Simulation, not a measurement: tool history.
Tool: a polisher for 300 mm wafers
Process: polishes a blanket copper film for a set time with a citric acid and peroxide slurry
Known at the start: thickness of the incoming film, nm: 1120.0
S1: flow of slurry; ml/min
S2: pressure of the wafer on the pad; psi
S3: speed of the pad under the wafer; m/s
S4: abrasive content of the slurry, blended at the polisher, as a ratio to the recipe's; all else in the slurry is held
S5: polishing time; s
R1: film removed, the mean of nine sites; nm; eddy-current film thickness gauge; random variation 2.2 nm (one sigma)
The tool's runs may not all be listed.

| run | hour | S1 | S2 | S3 | S4 | S5 | R1 |
|---|---|---|---|---|---|---|---|
| 1 | 0 | 165 | 2 | 1.16 | 1 | 97 | 173.76 |
| 2 | 8.3 | 165 | 2 | 1.44 | 1 | 97 | 216.05 |
| 3 | 13.8 | 165 | 2 | 1.44 | 1 | 102 | 222.73 |
| 4 | 20.5 | 165 | 1.5 | 1.44 | 1 | 102 | 170.52 |
| 5 | 22.6 | 175 | 1.7 | 1.44 | 1 | 102 | 195.22 |
| 6 | 23.9 | 190 | 1.8 | 1.44 | 1 | 102 | 207.71 |
| 7 | 28.6 | 195 | 1.9 | 1.44 | 1 | 102 | 220.26 |
| 8 | 36.6 | 200 | 1.9 | 1.44 | 1 | 102 | 219.61 |

Forecast run 9:
| 9 | 41.8 | 205 | 2 | 1.44 | 1 | 102 | ? |

R1: 229.94 nm
